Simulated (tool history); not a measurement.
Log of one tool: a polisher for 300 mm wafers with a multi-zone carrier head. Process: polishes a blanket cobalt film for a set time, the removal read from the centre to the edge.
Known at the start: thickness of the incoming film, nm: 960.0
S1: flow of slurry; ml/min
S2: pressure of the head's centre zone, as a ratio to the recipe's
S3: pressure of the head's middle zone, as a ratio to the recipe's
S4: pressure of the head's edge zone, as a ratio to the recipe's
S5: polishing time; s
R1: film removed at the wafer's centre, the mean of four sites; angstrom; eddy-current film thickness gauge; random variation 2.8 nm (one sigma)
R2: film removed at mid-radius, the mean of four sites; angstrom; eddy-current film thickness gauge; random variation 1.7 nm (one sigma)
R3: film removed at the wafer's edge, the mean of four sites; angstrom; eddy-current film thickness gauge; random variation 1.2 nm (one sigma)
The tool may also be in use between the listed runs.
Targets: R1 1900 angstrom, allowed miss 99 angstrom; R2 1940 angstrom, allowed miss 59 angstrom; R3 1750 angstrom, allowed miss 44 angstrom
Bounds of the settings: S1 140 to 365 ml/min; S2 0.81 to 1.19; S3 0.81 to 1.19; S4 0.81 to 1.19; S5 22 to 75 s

run	hour	S1	S2	S3	S4	S5	R1	R2	R3
1	0	235	1	1	1	48	1848.6	1898.6	1883.3
2	0.9	230	1.01	1.01	0.97	48	1878.6	1880	1851.6
3	9.9	230	1.01	1.03	0.94	48	1916.6	1922.7	1839.5
4	17.8	260	1.01	1.03	0.94	48	1938.2	1929.2	1877.4
5	25.5	260	1.01	1.03	0.94	57	2203.1	2270.8	2185.1
6	26.3	280	1.01	1.03	0.94	57	2328.4	2349.6	2231.4
# hour 27.3: worn pad replaced by a new one
7	27.3	255	1.01	1.05	0.9	54	2314.9	2421.6	2248.6
8	30.9	250	1.04	1.09	0.96	52	2276.6	2391.3	2176.5
9	38.4	240	1.03	1.08	0.92	49	2122.4	2208	2023.1
10	43.5	235	1.03	1.08	0.89	47	2084.3	2102.1	1888.7

4 next moves are on the table. One of them brings every result within its allowed miss. Which?
A	48.6	190	0.97	1.09	0.96	45	?	?	?
B	48.6	330	1.04	1.11	0.95	41	?	?	?
C	48.6	265	0.96	1.05	0.91	40	?	?	?
D	48.6	220	0.88	0.99	0.98	44	?	?	?

move	R1	R2	R3
A	1739.8	1953.6	1829.5
B	1829.9	1940.2	1749.4
C	1615.8	1765	1645.1
D	1596.1	1802.9	1840.8
A: nearer than the last run, and not there yet
B: meets every target
C: takes the result that was furthest off past its target
D: as far off as the last run
Move B is the one to make.

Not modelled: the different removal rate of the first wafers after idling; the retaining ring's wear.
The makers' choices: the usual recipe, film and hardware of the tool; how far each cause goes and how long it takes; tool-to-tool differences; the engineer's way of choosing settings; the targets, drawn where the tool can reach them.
